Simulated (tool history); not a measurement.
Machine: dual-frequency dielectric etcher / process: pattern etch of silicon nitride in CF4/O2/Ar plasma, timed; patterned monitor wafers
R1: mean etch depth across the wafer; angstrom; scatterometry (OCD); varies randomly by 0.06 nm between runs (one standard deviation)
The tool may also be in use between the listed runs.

Run 1, hour 0.0: source power (kW) 0.630, bias power (kW) 0.067, Ar flow (sccm) 93, CF4 flow (sccm) 72, etch time (s) 12. Result: R1 288.88 angstrom.
Run 2, hour 3.3: source power (kW) 0.530, bias power (kW) 0.067, Ar flow (sccm) 93, CF4 flow (sccm) 72, etch time (s) 12. Result: R1 253.62 angstrom.
Run 3, hour 5.5: source power (kW) 0.530, bias power (kW) 0.067, Ar flow (sccm) 93, CF4 flow (sccm) 84, etch time (s) 12. Result: R1 259.36 angstrom.
Run 4, hour 10.4: source power (kW) 0.510, bias power (kW) 0.067, Ar flow (sccm) 93, CF4 flow (sccm) 84, etch time (s) 12. Result: R1 252.17 angstrom.
Run 5, hour 14.2: source power (kW) 0.490, bias power (kW) 0.067, Ar flow (sccm) 93, CF4 flow (sccm) 84, etch time (s) 12. Result: R1 245.06 angstrom.
Run 6, hour 22.1: source power (kW) 0.490, bias power (kW) 0.067, Ar flow (sccm) 77, CF4 flow (sccm) 84, etch time (s) 12. Result: R1 250.35 angstrom.
Run 7, hour 23.5: source power (kW) 0.480, bias power (kW) 0.067, Ar flow (sccm) 77, CF4 flow (sccm) 84, etch time (s) 12. Result: R1 248.82 angstrom.
Run 8, hour 31.8: source power (kW) 0.470, bias power (kW) 0.067, Ar flow (sccm) 77, CF4 flow (sccm) 84, etch time (s) 12. Result: R1 244.68 angstrom.

Run 9 comes next. What will it give?
Run 9, hour 38.3: source power (kW) 0.460, bias power (kW) 0.067, Ar flow (sccm) 77, CF4 flow (sccm) 84, etch time (s) 12. Result: R1 ?.

Run 9 came out at R1 241.28 angstrom.
